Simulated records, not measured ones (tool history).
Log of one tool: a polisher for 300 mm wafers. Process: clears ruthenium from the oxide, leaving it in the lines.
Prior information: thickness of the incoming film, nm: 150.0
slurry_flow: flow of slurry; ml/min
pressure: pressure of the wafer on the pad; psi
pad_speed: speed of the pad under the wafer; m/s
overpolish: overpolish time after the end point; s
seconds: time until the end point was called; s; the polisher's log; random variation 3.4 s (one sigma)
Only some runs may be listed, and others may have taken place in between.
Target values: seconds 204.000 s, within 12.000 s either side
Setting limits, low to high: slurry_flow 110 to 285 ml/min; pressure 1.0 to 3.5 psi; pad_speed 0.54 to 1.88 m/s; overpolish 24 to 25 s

run,day,slurry_flow,pressure,pad_speed,overpolish,seconds
1,0.000,180,2.2,1.20,24,103.550
2,0.292,180,2.2,1.20,25,99.524
3,0.458,180,1.7,1.20,25,128.630
4,0.600,180,1.7,1.20,24,129.040
5,0.646,180,1.7,1.08,24,147.540
6,1.000,215,1.7,1.08,24,138.680
7,1.042,210,1.5,1.06,24,156.590
8,1.150,205,1.3,1.06,24,186.870
9,1.425,200,1.3,1.06,24,184.470
10,1.700,200,1.1,1.04,24,215.950
11,1.746,205,1.1,1.04,24,217.770
12,2.112,205,1.3,1.04,24,181.820
13,2.483,205,1.1,1.04,24,220.390
14,2.554,210,1.1,1.04,24,219.110

Of the 4 settings listed for the next run, only one would bring every result within its allowed miss of target. Which one?
A,2.625,200,1.0,1.02,25,?
B,2.625,180,1.0,1.06,25,?
C,2.625,195,1.2,0.90,25,?
D,2.625,150,1.1,1.18,24,?

move,seconds
A,246.840
B,241.090
C,235.270
D,203.980
A: the biggest miss grows against the last run
B: the biggest miss grows against the last run
C: the biggest miss grows against the last run
D: each result inside its tolerance
Answer: D
